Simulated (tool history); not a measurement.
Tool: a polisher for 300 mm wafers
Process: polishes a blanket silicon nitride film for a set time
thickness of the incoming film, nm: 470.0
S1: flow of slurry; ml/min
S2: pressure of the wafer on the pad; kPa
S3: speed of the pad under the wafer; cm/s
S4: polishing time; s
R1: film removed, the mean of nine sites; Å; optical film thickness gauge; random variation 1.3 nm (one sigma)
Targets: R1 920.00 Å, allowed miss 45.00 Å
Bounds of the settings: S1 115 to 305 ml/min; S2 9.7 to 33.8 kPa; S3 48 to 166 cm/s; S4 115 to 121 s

run	day	S1	S2	S3	S4	R1
1	0.000	195	21.4	106	115	1554.00
2	0.333	195	20.0	106	115	1516.80
3	0.621	195	20.0	106	115	1473.50
4	0.950	195	19.3	106	115	1411.60
5	1.250	195	19.3	86	115	1226.40
6	1.350	195	18.6	86	115	1214.30
7	1.596	195	17.9	86	115	1175.40
8	1.954	195	17.2	86	115	1112.00
9	2.150	195	16.5	86	115	1093.70
10	2.471	195	12.4	84	115	801.37

5 next moves are on the table. One of them brings every result within its allowed miss. Which?
A	2.792	200	14.5	78	119	?
B	2.792	220	11.7	66	120	?
C	2.792	210	14.5	86	121	?
D	2.792	205	11.7	92	118	?
E	2.792	235	11.0	76	117	?

move	R1
A	919.67
B	690.90
C	999.86
D	830.87
E	698.16
A: meets every target
B: further off than the last run
C: takes the result that was furthest off past its target
D: nearer than the last run, and not there yet
E: further off than the last run
Answer: A

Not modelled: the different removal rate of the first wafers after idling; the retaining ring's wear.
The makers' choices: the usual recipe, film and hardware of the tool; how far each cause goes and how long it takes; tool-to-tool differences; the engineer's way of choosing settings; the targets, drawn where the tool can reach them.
